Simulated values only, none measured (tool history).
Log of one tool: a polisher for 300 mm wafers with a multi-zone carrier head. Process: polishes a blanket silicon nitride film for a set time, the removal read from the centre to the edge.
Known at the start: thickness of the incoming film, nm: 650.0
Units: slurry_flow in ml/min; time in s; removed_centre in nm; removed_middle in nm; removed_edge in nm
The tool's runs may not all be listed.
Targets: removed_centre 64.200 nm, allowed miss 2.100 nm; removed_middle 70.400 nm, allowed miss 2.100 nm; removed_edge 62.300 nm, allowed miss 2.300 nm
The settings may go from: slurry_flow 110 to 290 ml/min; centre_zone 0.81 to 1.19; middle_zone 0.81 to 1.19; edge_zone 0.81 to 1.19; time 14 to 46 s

{"run": 1, "hour": 0.0, "slurry_flow": 185, "centre_zone": 1.0, "middle_zone": 1.0, "edge_zone": 1.0, "time": 30, "removed_centre": 46.323, "removed_middle": 46.303, "removed_edge": 48.891}
{"run": 2, "hour": 9.0, "slurry_flow": 195, "centre_zone": 1.01, "middle_zone": 1.03, "edge_zone": 1.0, "time": 31, "removed_centre": 49.85, "removed_middle": 49.218, "removed_edge": 51.665}
{"run": 3, "hour": 14.9, "slurry_flow": 180, "centre_zone": 1.01, "middle_zone": 1.03, "edge_zone": 1.0, "time": 31, "removed_centre": 48.881, "removed_middle": 49.225, "removed_edge": 51.228}
{"run": 4, "hour": 18.0, "slurry_flow": 180, "centre_zone": 1.01, "middle_zone": 1.05, "edge_zone": 0.99, "time": 32, "removed_centre": 50.825, "removed_middle": 51.663, "removed_edge": 52.045}
{"run": 5, "hour": 21.9, "slurry_flow": 180, "centre_zone": 1.01, "middle_zone": 0.99, "edge_zone": 0.99, "time": 32, "removed_centre": 50.585, "removed_middle": 48.97, "removed_edge": 52.481}
{"run": 6, "hour": 28.3, "slurry_flow": 180, "centre_zone": 1.01, "middle_zone": 0.91, "edge_zone": 0.99, "time": 32, "removed_centre": 50.537, "removed_middle": 45.475, "removed_edge": 51.215}
{"run": 7, "hour": 31.2, "slurry_flow": 185, "centre_zone": 1.01, "middle_zone": 0.95, "edge_zone": 0.98, "time": 33, "removed_centre": 53.446, "removed_middle": 49.579, "removed_edge": 52.807}
{"run": 8, "hour": 37.3, "slurry_flow": 195, "centre_zone": 1.01, "middle_zone": 0.98, "edge_zone": 0.98, "time": 33, "removed_centre": 52.673, "removed_middle": 51.186, "removed_edge": 54.933}
{"run": 9, "hour": 42.7, "slurry_flow": 200, "centre_zone": 1.02, "middle_zone": 1.01, "edge_zone": 0.96, "time": 33, "removed_centre": 53.596, "removed_middle": 52.386, "removed_edge": 53.36}
{"run": 10, "hour": 51.6, "slurry_flow": 250, "centre_zone": 1.04, "middle_zone": 1.11, "edge_zone": 1.06, "time": 37, "removed_centre": 64.86, "removed_middle": 66.66, "removed_edge": 64.963}

5 next moves are on the table. One of them brings every result within its allowed miss. Which?
{"run": "A", "hour": 60.5, "slurry_flow": 250, "centre_zone": 1.02, "middle_zone": 0.99, "edge_zone": 1.17, "time": 37, "removed_centre": "?", "removed_middle": "?", "removed_edge": "?"}
{"run": "B", "hour": 60.5, "slurry_flow": 240, "centre_zone": 1.03, "middle_zone": 0.97, "edge_zone": 1.17, "time": 38, "removed_centre": "?", "removed_middle": "?", "removed_edge": "?"}
{"run": "C", "hour": 60.5, "slurry_flow": 245, "centre_zone": 0.99, "middle_zone": 1.17, "edge_zone": 1.08, "time": 39, "removed_centre": "?", "removed_middle": "?", "removed_edge": "?"}
{"run": "D", "hour": 60.5, "slurry_flow": 265, "centre_zone": 1.13, "middle_zone": 1.17, "edge_zone": 1.03, "time": 36, "removed_centre": "?", "removed_middle": "?", "removed_edge": "?"}
{"run": "E", "hour": 60.5, "slurry_flow": 280, "centre_zone": 1.02, "middle_zone": 1.18, "edge_zone": 0.97, "time": 37, "removed_centre": "?", "removed_middle": "?", "removed_edge": "?"}

move=A removed_centre=63.373 removed_middle=59.551 removed_edge=68.077
move=B removed_centre=65.222 removed_middle=59.738 removed_edge=69.588
move=C removed_centre=64.657 removed_middle=71.929 removed_edge=68.551
move=D removed_centre=69.152 removed_middle=67.185 removed_edge=62.380
move=E removed_centre=64.704 removed_middle=70.168 removed_edge=62.654
A: further off than the last run
B: further off than the last run
C: brings the result that was furthest off to its target, and leaves another outside
D: further off than the last run
E: meets every target
Answer: E

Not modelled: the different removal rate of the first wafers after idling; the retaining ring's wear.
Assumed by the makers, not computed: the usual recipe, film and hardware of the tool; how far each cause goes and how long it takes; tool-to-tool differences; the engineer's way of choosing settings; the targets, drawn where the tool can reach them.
